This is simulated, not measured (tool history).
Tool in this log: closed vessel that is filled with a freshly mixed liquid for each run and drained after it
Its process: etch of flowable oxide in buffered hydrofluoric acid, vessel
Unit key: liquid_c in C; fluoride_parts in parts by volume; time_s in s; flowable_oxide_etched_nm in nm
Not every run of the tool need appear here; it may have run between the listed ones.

run,hour,liquid_c,fluoride_parts,time_s,flowable_oxide_etched_nm
1,0.0,23.0,11.0,35,118.68
2,5.9,25.0,10.0,35,146.97
3,10.8,23.5,10.0,35,135.15
4,20.1,25.5,9.5,35,156.12
5,27.7,27.0,9.0,35,175.12
6,31.7,27.0,7.5,35,210.36
7,33.9,27.5,7.5,35,218.96
8,36.8,27.5,7.5,35,219.22
9,41.5,28.0,7.5,35,224.59

Run 10 is up next; what results do you expect?
10,48.8,28.5,7.5,35,?

Run 10 measured flowable_oxide_etched_nm 226.11 nm.

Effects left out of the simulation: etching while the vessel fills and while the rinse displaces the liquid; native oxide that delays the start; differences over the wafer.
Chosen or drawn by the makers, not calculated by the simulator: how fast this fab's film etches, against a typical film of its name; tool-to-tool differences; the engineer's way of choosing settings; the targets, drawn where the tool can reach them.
